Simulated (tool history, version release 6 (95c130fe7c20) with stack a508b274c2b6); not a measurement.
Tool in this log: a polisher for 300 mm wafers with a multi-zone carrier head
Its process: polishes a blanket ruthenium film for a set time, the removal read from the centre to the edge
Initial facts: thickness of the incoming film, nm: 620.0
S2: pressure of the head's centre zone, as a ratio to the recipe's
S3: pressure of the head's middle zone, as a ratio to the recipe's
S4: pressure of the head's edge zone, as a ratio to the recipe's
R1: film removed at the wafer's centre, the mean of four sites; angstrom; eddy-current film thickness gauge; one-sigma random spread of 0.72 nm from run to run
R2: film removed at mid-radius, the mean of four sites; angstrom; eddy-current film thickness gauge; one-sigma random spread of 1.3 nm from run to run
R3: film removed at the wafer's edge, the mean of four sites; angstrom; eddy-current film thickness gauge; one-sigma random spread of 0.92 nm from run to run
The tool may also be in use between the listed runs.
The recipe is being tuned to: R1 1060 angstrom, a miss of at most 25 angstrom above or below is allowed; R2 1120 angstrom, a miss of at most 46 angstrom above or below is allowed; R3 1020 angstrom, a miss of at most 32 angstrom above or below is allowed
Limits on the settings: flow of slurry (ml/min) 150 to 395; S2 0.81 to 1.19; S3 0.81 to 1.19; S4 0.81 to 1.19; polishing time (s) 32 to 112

Run 1, hour 0: flow of slurry (ml/min) 250, S2 1, S3 1, S4 1, polishing time (s) 72. Result: R1 784.62 angstrom, R2 812.02 angstrom, R3 778.4 angstrom.
Run 2, hour 6.9: flow of slurry (ml/min) 250, S2 1, S3 1.04, S4 1, polishing time (s) 72. Result: R1 790.16 angstrom, R2 830.5 angstrom, R3 772.77 angstrom.
Run 3, hour 9.5: flow of slurry (ml/min) 255, S2 1.01, S3 1.06, S4 1.02, polishing time (s) 74. Result: R1 815.88 angstrom, R2 875.12 angstrom, R3 806.21 angstrom.
Run 4, hour 16: flow of slurry (ml/min) 300, S2 1.01, S3 1.06, S4 1.02, polishing time (s) 74. Result: R1 828.49 angstrom, R2 884.39 angstrom, R3 821.66 angstrom.
Run 5, hour 22.4: flow of slurry (ml/min) 305, S2 1.03, S3 1.08, S4 1.04, polishing time (s) 76. Result: R1 870.99 angstrom, R2 903.72 angstrom, R3 829.56 angstrom.
Run 6, hour 31.2: flow of slurry (ml/min) 275, S2 1.03, S3 1.08, S4 1.04, polishing time (s) 76. Result: R1 862.82 angstrom, R2 892.92 angstrom, R3 849.85 angstrom.
Run 7, hour 40.1: flow of slurry (ml/min) 280, S2 1.03, S3 1.1, S4 1.04, polishing time (s) 78. Result: R1 884.37 angstrom, R2 955.71 angstrom, R3 868.02 angstrom.
Run 8, hour 48.4: flow of slurry (ml/min) 280, S2 1.03, S3 1.1, S4 1.04, polishing time (s) 78. Result: R1 884.17 angstrom, R2 949.84 angstrom, R3 867.99 angstrom.
Run 9, hour 55.2: flow of slurry (ml/min) 280, S2 1.04, S3 1.11, S4 1.05, polishing time (s) 80. Result: R1 923.06 angstrom, R2 986.46 angstrom, R3 875.08 angstrom.
Run 10, hour 60.7: flow of slurry (ml/min) 285, S2 1.04, S3 1.11, S4 1.07, polishing time (s) 81. Result: R1 920.11 angstrom, R2 1000.7 angstrom, R3 921.56 angstrom.
Run 11, hour 64.9: flow of slurry (ml/min) 345, S2 1.14, S3 1.19, S4 1.12, polishing time (s) 84. Result: R1 1078.1 angstrom, R2 1114.3 angstrom, R3 973.15 angstrom.
Run 12, hour 67.4: flow of slurry (ml/min) 345, S2 1.14, S3 1.19, S4 1.13, polishing time (s) 84. Result: R1 1073.3 angstrom, R2 1110.1 angstrom, R3 971.32 angstrom.
Run 13, hour 75.7: flow of slurry (ml/min) 345, S2 1.14, S3 1.19, S4 1.14, polishing time (s) 84. Result: R1 1070.1 angstrom, R2 1110.7 angstrom, R3 965.75 angstrom.

Which of these 4 next moves meets every target?
Run A, hour 84: flow of slurry (ml/min) 340, S2 1.15, S3 1.16, S4 1.13, polishing time (s) 83. Result: R1 ?, R2 ?, R3 ?.
Run B, hour 84: flow of slurry (ml/min) 350, S2 1.09, S3 1.16, S4 1.18, polishing time (s) 87. Result: R1 ?, R2 ?, R3 ?.
Run C, hour 84: flow of slurry (ml/min) 280, S2 1, S3 1.04, S4 1.19, polishing time (s) 94. Result: R1 ?, R2 ?, R3 ?.
Run D, hour 84: flow of slurry (ml/min) 375, S2 1.15, S3 1.19, S4 1.16, polishing time (s) 80. Result: R1 ?, R2 ?, R3 ?.

move      R1      R2      R3
   A  1076.2  1051.6  980.24
   B    1076  1105.2  1047.5
   C  1049.6  1066.7  1120.5
   D  1046.4  1044.3  960.11
A: closes in on the targets versus the last run, not all within tolerance yet
B: in spec on every target
C: carries the result that was furthest off beyond its target, to the other side
D: the biggest miss grows against the last run
B meets every target.
